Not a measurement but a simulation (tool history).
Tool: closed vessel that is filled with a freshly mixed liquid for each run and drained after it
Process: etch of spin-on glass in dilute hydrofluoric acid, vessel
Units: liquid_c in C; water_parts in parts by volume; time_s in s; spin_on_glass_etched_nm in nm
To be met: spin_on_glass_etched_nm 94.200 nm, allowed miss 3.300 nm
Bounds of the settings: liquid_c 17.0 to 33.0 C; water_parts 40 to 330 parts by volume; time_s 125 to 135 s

run 1 hour=0.0 | liquid_c=25.0 water_parts=185 time_s=125 | spin_on_glass_etched_nm=20.207
run 2 hour=1.8 | liquid_c=23.5 water_parts=185 time_s=125 | spin_on_glass_etched_nm=19.188
run 3 hour=9.0 | liquid_c=23.5 water_parts=185 time_s=135 | spin_on_glass_etched_nm=20.969
run 4 hour=14.5 | liquid_c=23.5 water_parts=185 time_s=125 | spin_on_glass_etched_nm=19.320
-- hour=18.8 thermometer replaced
run 5 hour=18.8 | liquid_c=27.0 water_parts=185 time_s=125 | spin_on_glass_etched_nm=24.057
run 6 hour=23.2 | liquid_c=28.0 water_parts=165 time_s=125 | spin_on_glass_etched_nm=28.514
run 7 hour=26.2 | liquid_c=28.5 water_parts=145 time_s=125 | spin_on_glass_etched_nm=33.679
run 8 hour=32.3 | liquid_c=32.5 water_parts=75 time_s=135 | spin_on_glass_etched_nm=91.159

Which of these 5 next moves meets every target?
run A hour=38.4 | liquid_c=32.5 water_parts=70 time_s=130 | spin_on_glass_etched_nm=?
run B hour=38.4 | liquid_c=32.5 water_parts=80 time_s=135 | spin_on_glass_etched_nm=?
run C hour=38.4 | liquid_c=32.5 water_parts=75 time_s=130 | spin_on_glass_etched_nm=?
run D hour=38.4 | liquid_c=33.0 water_parts=80 time_s=135 | spin_on_glass_etched_nm=?
run E hour=38.4 | liquid_c=32.0 water_parts=80 time_s=135 | spin_on_glass_etched_nm=?

move=A spin_on_glass_etched_nm=93.176
move=B spin_on_glass_etched_nm=83.351
move=C spin_on_glass_etched_nm=86.284
move=D spin_on_glass_etched_nm=84.918
move=E spin_on_glass_etched_nm=81.807
A: meets every target
B: further off than the last run
C: further off than the last run
D: further off than the last run
E: further off than the last run
Move A is the one to make.
